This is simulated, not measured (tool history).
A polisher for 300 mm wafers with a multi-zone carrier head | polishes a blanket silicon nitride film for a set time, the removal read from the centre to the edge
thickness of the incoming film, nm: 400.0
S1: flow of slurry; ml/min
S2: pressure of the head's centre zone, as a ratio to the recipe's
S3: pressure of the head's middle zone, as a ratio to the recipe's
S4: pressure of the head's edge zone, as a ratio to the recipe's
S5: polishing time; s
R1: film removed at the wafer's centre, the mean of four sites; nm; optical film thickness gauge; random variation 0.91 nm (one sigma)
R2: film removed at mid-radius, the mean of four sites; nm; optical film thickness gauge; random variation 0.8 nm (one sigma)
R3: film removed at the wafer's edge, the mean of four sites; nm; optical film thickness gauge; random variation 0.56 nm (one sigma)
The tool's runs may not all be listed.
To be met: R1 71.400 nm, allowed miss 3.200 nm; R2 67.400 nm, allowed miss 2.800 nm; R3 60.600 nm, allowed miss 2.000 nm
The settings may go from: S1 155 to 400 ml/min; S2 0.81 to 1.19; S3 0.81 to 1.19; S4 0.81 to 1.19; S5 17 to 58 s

run  hour   S1    S2    S3    S4  S5      R1      R2      R3
  1   0.0  255  1.00  1.00  1.00  37  52.543  51.238  52.431
  2   4.4  255  1.00  1.00  1.00  34  47.587  48.706  49.327
  3  10.6  260  1.02  1.02  1.01  35  49.714  49.895  50.140
  4  18.3  265  1.04  1.04  1.00  36  51.305  52.289  51.525
  5  24.9  265  1.01  1.04  1.00  36  51.097  51.355  51.951
  6  31.2  265  1.01  1.04  1.00  40  56.951  58.109  57.346
     32.3  -- slurry nozzle cleaned
  7  32.3  270  1.03  1.05  0.99  41  62.305  62.243  59.515
  8  33.1  275  1.04  1.05  0.99  41  61.169  61.697  60.637

Which of these 4 next moves meets every target?
  A  33.9  200  1.19  0.88  1.01  46   ?   ?   ?
  B  33.9  165  1.11  0.90  0.82  46   ?   ?   ?
  C  33.9  230  1.12  1.09  0.89  44   ?   ?   ?
  D  33.9  250  1.11  1.05  0.90  48   ?   ?   ?

move      R1      R2      R3
   A  78.178  57.764  66.589
   B  71.545  57.913  59.720
   C  71.378  66.965  60.371
   D  77.725  71.240  66.567
A: takes the result that was furthest off past its target
B: brings the result that was furthest off to its target, and leaves another outside
C: meets every target
D: takes the result that was furthest off past its target
Move C is the one to make.
